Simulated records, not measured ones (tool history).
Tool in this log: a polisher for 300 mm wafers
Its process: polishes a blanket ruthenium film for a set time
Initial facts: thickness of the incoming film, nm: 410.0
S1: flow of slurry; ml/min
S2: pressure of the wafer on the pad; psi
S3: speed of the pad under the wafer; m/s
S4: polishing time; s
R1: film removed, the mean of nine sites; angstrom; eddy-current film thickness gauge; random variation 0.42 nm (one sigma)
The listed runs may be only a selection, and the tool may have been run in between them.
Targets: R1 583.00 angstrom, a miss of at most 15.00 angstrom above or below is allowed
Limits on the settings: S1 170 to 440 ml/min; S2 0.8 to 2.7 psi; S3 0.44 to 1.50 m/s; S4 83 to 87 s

Run 1, hour 0.0: S1 280 ml/min, S2 1.7 psi, S3 0.96 m/s, S4 83 s. Result: R1 889.47 angstrom.
Run 2, hour 5.5: S1 245 ml/min, S2 1.7 psi, S3 0.96 m/s, S4 83 s. Result: R1 852.50 angstrom.
Run 3, hour 6.4: S1 230 ml/min, S2 1.6 psi, S3 0.96 m/s, S4 83 s. Result: R1 827.45 angstrom.
Run 4, hour 9.4: S1 230 ml/min, S2 1.4 psi, S3 0.96 m/s, S4 83 s. Result: R1 742.88 angstrom.
Run 5, hour 10.1: S1 230 ml/min, S2 1.7 psi, S3 0.96 m/s, S4 83 s. Result: R1 860.86 angstrom.
Run 6, hour 14.7: S1 225 ml/min, S2 1.5 psi, S3 0.96 m/s, S4 83 s. Result: R1 781.56 angstrom.
Run 7, hour 18.8: S1 225 ml/min, S2 1.3 psi, S3 0.96 m/s, S4 83 s. Result: R1 709.35 angstrom.
Run 8, hour 24.5: S1 220 ml/min, S2 1.2 psi, S3 0.96 m/s, S4 83 s. Result: R1 665.98 angstrom.
Run 9, hour 25.8: S1 220 ml/min, S2 1.1 psi, S3 0.96 m/s, S4 83 s. Result: R1 626.78 angstrom.

Exercise: of the 4 proposed moves below, exactly one satisfies all targets within the stated allowed misses. Which move is it?
Run A, hour 27.1: S1 295 ml/min, S2 0.9 psi, S3 0.96 m/s, S4 86 s. Result: R1 ?.
Run B, hour 27.1: S1 235 ml/min, S2 1.2 psi, S3 0.88 m/s, S4 83 s. Result: R1 ?.
Run C, hour 27.1: S1 270 ml/min, S2 1.2 psi, S3 0.90 m/s, S4 83 s. Result: R1 ?.
Run D, hour 27.1: S1 195 ml/min, S2 1.2 psi, S3 0.92 m/s, S4 84 s. Result: R1 ?.

move      R1
   A  582.73
   B  613.27
   C  634.57
   D  636.08
A: all results in spec
B: nearer than the last run, and not there yet
C: moves away from the targets compared with the last run
D: moves away from the targets compared with the last run
Move A is the one to make.
